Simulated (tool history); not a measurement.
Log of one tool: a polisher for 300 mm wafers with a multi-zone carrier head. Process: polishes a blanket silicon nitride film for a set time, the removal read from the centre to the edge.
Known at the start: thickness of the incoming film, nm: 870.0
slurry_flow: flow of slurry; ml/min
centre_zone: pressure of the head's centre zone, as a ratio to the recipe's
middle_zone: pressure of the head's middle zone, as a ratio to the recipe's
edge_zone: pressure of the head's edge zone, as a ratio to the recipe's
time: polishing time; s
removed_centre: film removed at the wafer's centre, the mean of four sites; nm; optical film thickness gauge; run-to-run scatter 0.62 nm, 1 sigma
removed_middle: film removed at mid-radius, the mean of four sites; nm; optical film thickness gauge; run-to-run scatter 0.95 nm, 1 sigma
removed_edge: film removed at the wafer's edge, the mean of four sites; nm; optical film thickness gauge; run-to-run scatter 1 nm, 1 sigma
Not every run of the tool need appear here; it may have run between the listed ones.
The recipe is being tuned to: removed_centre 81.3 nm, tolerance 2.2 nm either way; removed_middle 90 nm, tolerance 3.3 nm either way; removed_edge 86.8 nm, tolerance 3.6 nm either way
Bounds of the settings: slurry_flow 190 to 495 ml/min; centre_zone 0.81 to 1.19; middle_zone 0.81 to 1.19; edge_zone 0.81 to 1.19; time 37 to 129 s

run  hour  slurry_flow  centre_zone  middle_zone  edge_zone  time  removed_centre  removed_middle  removed_edge
  1     0          320            1            1          1    83          93.591          90.669        94.583
  2   6.6          315         0.97         1.01       0.97    82          90.415          87.706        93.513
  3   9.8          320         0.96         1.06       0.96    80           86.79          90.315        91.788
  4  17.8          320         1.02         1.06       0.96    80          91.615          92.928        88.705
  5  26.2          315         0.99         1.08       0.95    79          88.126          91.144        86.453
  6    27          315         0.99         1.08       0.95    59          66.325          68.275        65.069
  7  30.7          315         0.99         1.08       0.95    59          65.994          68.693        66.142
  8  34.4          330            1          1.1       1.01    64          72.158          76.119        74.043
  9  37.7          350         1.02         1.13       1.06    65          75.817           79.09        77.215
 10  43.6          370         0.99         1.19       1.14    73          82.936          92.614        89.303

Which of these 5 next moves meets every target?
  A  49.5          380         1.03         1.18       1.08    75               ?               ?             ?
  B  49.5          405            1         1.19       1.15    70               ?               ?             ?
  C  49.5          330         0.95         1.19       1.08    77               ?               ?             ?
  D  49.5          380         0.94         1.05       1.19    75               ?               ?             ?
  E  49.5          395         0.95         1.19       1.18    77               ?               ?             ?

move  removed_centre  removed_middle  removed_edge
   A          89.341          94.523        89.555
   B          81.394           89.32        86.624
   C           83.39           96.58         91.05
   D          81.402          85.544         94.29
   E          84.842          98.085        96.427
A: the biggest miss grows against the last run
B: in spec on every target
C: the biggest miss grows against the last run
D: pushes the last run's worst result past its target
E: the biggest miss grows against the last run
The right move is B.
